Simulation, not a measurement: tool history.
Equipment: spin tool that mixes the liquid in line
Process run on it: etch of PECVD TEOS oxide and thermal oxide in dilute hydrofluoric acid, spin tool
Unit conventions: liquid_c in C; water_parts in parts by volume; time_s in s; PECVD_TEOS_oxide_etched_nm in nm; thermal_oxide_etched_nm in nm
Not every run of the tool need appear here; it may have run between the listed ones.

Run 1, hour 0.0: liquid_c 24.0 C, water_parts 215 parts by volume, time_s 125 s. Result: PECVD_TEOS_oxide_etched_nm 15.300 nm, thermal_oxide_etched_nm 2.2177 nm.
Run 2, hour 5.6: liquid_c 23.5 C, water_parts 225 parts by volume, time_s 125 s. Result: PECVD_TEOS_oxide_etched_nm 14.091 nm, thermal_oxide_etched_nm 2.0745 nm.
Run 3, hour 10.7: liquid_c 23.0 C, water_parts 235 parts by volume, time_s 125 s. Result: PECVD_TEOS_oxide_etched_nm 13.068 nm, thermal_oxide_etched_nm 1.9101 nm.
Run 4, hour 12.8: liquid_c 23.0 C, water_parts 235 parts by volume, time_s 165 s. Result: PECVD_TEOS_oxide_etched_nm 17.169 nm, thermal_oxide_etched_nm 2.5170 nm.
Run 5, hour 20.6: liquid_c 22.5 C, water_parts 250 parts by volume, time_s 165 s. Result: PECVD_TEOS_oxide_etched_nm 15.580 nm, thermal_oxide_etched_nm 2.3195 nm.
Run 6, hour 22.1: liquid_c 22.0 C, water_parts 265 parts by volume, time_s 165 s. Result: PECVD_TEOS_oxide_etched_nm 14.383 nm, thermal_oxide_etched_nm 2.1484 nm.

Run 7, settings as shown, results not yet in. Your forecast:
Run 7, hour 23.6: liquid_c 22.0 C, water_parts 280 parts by volume, time_s 165 s. Result: PECVD_TEOS_oxide_etched_nm ?, thermal_oxide_etched_nm ?.

Run 7 gave PECVD_TEOS_oxide_etched_nm 13.446 nm, thermal_oxide_etched_nm 1.9576 nm.
